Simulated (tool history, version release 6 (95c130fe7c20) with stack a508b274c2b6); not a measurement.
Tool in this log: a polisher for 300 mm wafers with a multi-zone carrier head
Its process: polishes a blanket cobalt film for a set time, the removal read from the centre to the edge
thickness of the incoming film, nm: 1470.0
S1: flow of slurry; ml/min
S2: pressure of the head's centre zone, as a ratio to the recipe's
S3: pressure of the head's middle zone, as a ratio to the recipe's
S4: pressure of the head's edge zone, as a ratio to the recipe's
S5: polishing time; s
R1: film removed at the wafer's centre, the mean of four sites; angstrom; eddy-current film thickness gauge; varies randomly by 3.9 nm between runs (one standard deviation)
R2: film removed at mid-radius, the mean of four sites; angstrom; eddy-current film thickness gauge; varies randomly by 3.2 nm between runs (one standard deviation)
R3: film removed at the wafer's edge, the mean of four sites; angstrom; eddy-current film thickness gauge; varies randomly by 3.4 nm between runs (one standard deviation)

run	day	S1	S2	S3	S4	S5	R1	R2	R3
1	0.000	140	1.00	1.00	1.00	82	5202.0	5056.9	5004.5
2	0.271	140	1.00	1.00	0.95	82	5323.4	5136.3	4938.1
3	0.308	140	1.00	1.00	0.98	82	5255.0	5059.2	4990.2
4	0.508	115	1.00	1.00	0.98	82	4986.4	4754.0	4801.5
5	0.804	115	1.00	1.00	0.98	69	4171.6	4045.8	4125.7
6	0.992	115	1.00	0.97	0.98	69	4147.6	4004.1	4010.3
7	1.054	105	1.01	0.93	1.00	64	3722.8	3593.7	3768.0

Expected results for the next run?
8	1.108	100	1.02	0.83	0.90	49	?	?	?

{"run 8": {"R1": 2989.4, "R2": 2550.7, "R3": 2675.7}}

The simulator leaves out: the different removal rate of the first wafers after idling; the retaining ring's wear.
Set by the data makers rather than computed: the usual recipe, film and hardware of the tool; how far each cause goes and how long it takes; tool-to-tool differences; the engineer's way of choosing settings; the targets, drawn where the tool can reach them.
